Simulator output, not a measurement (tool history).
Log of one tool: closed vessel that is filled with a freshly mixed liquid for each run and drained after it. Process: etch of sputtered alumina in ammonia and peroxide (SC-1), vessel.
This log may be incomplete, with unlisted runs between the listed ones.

run	hour	temperature setpoint of the liquid (K)	parts of 29 % ammonia solution to one part of 30 % peroxide (parts by volume)	time in the liquid (s)	thickness taken off the sputtered alumina on a monitor wafer (angstrom)
1	0.0	327.15	0.85	210	81.432
2	1.2	327.15	0.85	210	81.105
3	7.7	327.15	0.70	210	79.260
4	13.8	327.15	0.90	210	81.265
5	21.4	327.15	1.10	210	83.023
6	24.5	327.15	1.10	225	89.015

Run 7 has not been measured yet. What should we expect?
7	28.4	327.65	1.10	225	?

thickness taken off the sputtered alumina on a monitor wafer (angstrom): 91.483
